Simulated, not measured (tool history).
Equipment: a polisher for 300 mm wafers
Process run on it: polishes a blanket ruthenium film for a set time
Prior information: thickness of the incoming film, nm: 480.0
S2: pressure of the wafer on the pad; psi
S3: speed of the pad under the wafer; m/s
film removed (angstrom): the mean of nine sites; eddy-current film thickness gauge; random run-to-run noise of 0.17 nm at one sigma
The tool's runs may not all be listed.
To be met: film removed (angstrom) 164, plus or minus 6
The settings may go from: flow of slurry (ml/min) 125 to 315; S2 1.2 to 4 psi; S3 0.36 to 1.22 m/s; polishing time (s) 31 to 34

{"run": 1, "day": 0.0, "flow of slurry (ml/min)": 205, "S2": 2.6, "S3": 0.78, "polishing time (s)": 34, "film removed (angstrom)": 417.46}
{"run": 2, "day": 0.1, "flow of slurry (ml/min)": 205, "S2": 2.6, "S3": 0.78, "polishing time (s)": 31, "film removed (angstrom)": 376.71}
{"run": 3, "day": 0.45, "flow of slurry (ml/min)": 200, "S2": 2.1, "S3": 0.7, "polishing time (s)": 31, "film removed (angstrom)": 271.78}
{"run": 4, "day": 0.508, "flow of slurry (ml/min)": 195, "S2": 1.8, "S3": 0.68, "polishing time (s)": 31, "film removed (angstrom)": 228.2}
{"run": 5, "day": 0.883, "flow of slurry (ml/min)": 195, "S2": 1.8, "S3": 0.82, "polishing time (s)": 31, "film removed (angstrom)": 279.36}
{"run": 6, "day": 1.196, "flow of slurry (ml/min)": 195, "S2": 2, "S3": 0.82, "polishing time (s)": 31, "film removed (angstrom)": 297.26}
{"run": 7, "day": 1.308, "flow of slurry (ml/min)": 195, "S2": 2, "S3": 0.82, "polishing time (s)": 31, "film removed (angstrom)": 301.68}
{"run": 8, "day": 1.358, "flow of slurry (ml/min)": 185, "S2": 1.3, "S3": 0.6, "polishing time (s)": 31, "film removed (angstrom)": 150.91}
{"run": 9, "day": 1.558, "flow of slurry (ml/min)": 195, "S2": 1.3, "S3": 0.6, "polishing time (s)": 31, "film removed (angstrom)": 147.96}

Exercise: of the 4 proposed moves below, exactly one satisfies all targets within the stated allowed misses. Which move is it?
{"run": "A", "day": 1.758, "flow of slurry (ml/min)": 165, "S2": 1.5, "S3": 0.62, "polishing time (s)": 33, "film removed (angstrom)": "?"}
{"run": "B", "day": 1.758, "flow of slurry (ml/min)": 190, "S2": 1.6, "S3": 0.56, "polishing time (s)": 32, "film removed (angstrom)": "?"}
{"run": "C", "day": 1.758, "flow of slurry (ml/min)": 190, "S2": 1.5, "S3": 0.58, "polishing time (s)": 34, "film removed (angstrom)": "?"}
{"run": "D", "day": 1.758, "flow of slurry (ml/min)": 200, "S2": 1.3, "S3": 0.62, "polishing time (s)": 33, "film removed (angstrom)": "?"}

move=A film_removed_(angstrom)=184.47
move=B film_removed_(angstrom)=177.08
move=C film_removed_(angstrom)=183.01
move=D film_removed_(angstrom)=166.87
A: moves the result that the last run missed by most past its target, out the other side
B: moves the result that the last run missed by most past its target, out the other side
C: moves the result that the last run missed by most past its target, out the other side
D: each result inside its tolerance
The right move is D.

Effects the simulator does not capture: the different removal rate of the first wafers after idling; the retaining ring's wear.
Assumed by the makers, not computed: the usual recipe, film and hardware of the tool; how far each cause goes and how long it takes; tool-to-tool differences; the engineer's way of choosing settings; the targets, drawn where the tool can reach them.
